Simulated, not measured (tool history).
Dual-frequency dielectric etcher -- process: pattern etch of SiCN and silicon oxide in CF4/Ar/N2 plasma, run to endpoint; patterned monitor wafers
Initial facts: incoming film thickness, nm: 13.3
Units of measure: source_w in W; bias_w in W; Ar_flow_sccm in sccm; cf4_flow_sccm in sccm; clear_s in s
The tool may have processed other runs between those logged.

{"run": 1, "hour": 0.0, "source_w": 400, "bias_w": 77, "Ar_flow_sccm": 81, "cf4_flow_sccm": 82, "clear_s": 15.191}
{"run": 2, "hour": 5.4, "source_w": 400, "bias_w": 77, "Ar_flow_sccm": 92, "cf4_flow_sccm": 82, "clear_s": 15.328}
{"run": 3, "hour": 7.1, "source_w": 460, "bias_w": 77, "Ar_flow_sccm": 92, "cf4_flow_sccm": 82, "clear_s": 13.588}
{"run": 4, "hour": 10.4, "source_w": 460, "bias_w": 86, "Ar_flow_sccm": 92, "cf4_flow_sccm": 82, "clear_s": 13.226}
{"run": 5, "hour": 11.0, "source_w": 460, "bias_w": 75, "Ar_flow_sccm": 92, "cf4_flow_sccm": 82, "clear_s": 13.689}
{"run": 6, "hour": 13.8, "source_w": 460, "bias_w": 65, "Ar_flow_sccm": 92, "cf4_flow_sccm": 82, "clear_s": 14.076}
{"run": 7, "hour": 22.2, "source_w": 380, "bias_w": 60, "Ar_flow_sccm": 94, "cf4_flow_sccm": 81, "clear_s": 17.145}

Predict the results of run 8:
{"run": 8, "hour": 28.0, "source_w": 370, "bias_w": 60, "Ar_flow_sccm": 94, "cf4_flow_sccm": 81, "clear_s": "?"}

clear_s: 17.538 s

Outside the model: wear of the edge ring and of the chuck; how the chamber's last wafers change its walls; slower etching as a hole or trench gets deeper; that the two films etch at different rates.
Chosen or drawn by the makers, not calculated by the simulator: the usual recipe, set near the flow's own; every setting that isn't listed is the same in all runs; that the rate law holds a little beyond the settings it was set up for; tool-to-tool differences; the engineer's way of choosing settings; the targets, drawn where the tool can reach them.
